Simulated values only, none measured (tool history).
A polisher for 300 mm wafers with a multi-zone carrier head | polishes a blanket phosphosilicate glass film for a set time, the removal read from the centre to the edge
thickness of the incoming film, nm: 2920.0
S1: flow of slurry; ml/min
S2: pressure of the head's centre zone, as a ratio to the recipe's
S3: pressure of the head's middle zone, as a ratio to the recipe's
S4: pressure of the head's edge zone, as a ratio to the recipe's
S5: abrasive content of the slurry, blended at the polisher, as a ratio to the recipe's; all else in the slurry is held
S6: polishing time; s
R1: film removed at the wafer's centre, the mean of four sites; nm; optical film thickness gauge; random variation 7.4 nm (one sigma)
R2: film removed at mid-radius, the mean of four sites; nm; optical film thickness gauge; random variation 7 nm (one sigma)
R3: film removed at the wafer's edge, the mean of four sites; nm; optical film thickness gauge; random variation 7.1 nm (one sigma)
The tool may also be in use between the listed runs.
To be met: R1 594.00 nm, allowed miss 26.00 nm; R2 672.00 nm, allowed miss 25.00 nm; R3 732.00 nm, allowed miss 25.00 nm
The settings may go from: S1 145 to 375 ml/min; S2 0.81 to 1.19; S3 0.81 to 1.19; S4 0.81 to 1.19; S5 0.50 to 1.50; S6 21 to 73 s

| run | hour | S1 | S2 | S3 | S4 | S5 | S6 | R1 | R2 | R3 |
|---|---|---|---|---|---|---|---|---|---|---|
| 1 | 0.0 | 240 | 1.00 | 1.00 | 1.00 | 1.00 | 47 | 414.45 | 423.18 | 425.07 |
| 2 | 6.1 | 240 | 1.08 | 1.00 | 1.00 | 1.00 | 47 | 457.22 | 423.31 | 421.89 |
| 3 | 7.4 | 240 | 1.08 | 1.00 | 1.00 | 1.00 | 55 | 527.34 | 502.10 | 499.52 |
| 4 | 8.8 | 240 | 1.05 | 1.00 | 1.04 | 1.10 | 56 | 551.80 | 531.49 | 535.14 |
| 5 | 15.2 | 240 | 1.00 | 0.99 | 1.07 | 1.20 | 57 | 558.12 | 557.32 | 585.80 |
| 6 | 19.9 | 245 | 0.97 | 1.00 | 1.09 | 1.25 | 57 | 553.82 | 576.47 | 600.28 |
| 7 | 25.5 | 245 | 0.95 | 1.00 | 1.11 | 1.30 | 58 | 570.08 | 600.75 | 612.79 |
| 8 | 27.1 | 240 | 0.92 | 0.98 | 1.12 | 1.35 | 59 | 563.93 | 601.64 | 627.01 |
| 9 | 33.9 | 245 | 0.89 | 0.97 | 1.14 | 1.40 | 60 | 576.59 | 617.34 | 665.39 |
| 10 | 41.4 | 255 | 0.87 | 0.97 | 1.15 | 1.40 | 60 | 574.09 | 615.63 | 675.50 |
| 11 | 49.5 | 265 | 0.86 | 0.98 | 1.16 | 1.40 | 60 | 550.16 | 628.70 | 681.40 |
| 12 | 53.0 | 275 | 0.87 | 0.98 | 1.17 | 1.40 | 60 | 564.65 | 627.86 | 687.52 |
| 13 | 61.2 | 285 | 0.87 | 0.99 | 1.17 | 1.40 | 60 | 571.21 | 633.04 | 676.30 |

Which of these 4 next moves meets every target?
| A | 69.4 | 350 | 0.85 | 0.96 | 1.17 | 1.50 | 61 | ? | ? | ? |
| B | 69.4 | 280 | 1.02 | 0.88 | 1.12 | 1.50 | 54 | ? | ? | ? |
| C | 69.4 | 215 | 0.81 | 1.10 | 1.11 | 1.45 | 60 | ? | ? | ? |
| D | 69.4 | 250 | 0.83 | 1.04 | 1.15 | 1.35 | 62 | ? | ? | ? |

| move | R1 | R2 | R3 |
|---|---|---|---|
| A | 581.02 | 669.84 | 731.53 |
| B | 594.52 | 553.08 | 625.36 |
| C | 517.22 | 679.88 | 669.77 |
| D | 539.21 | 668.63 | 692.96 |
A: meets every target
B: further off than the last run
C: further off than the last run
D: nearer than the last run, and not there yet
The right move is A.
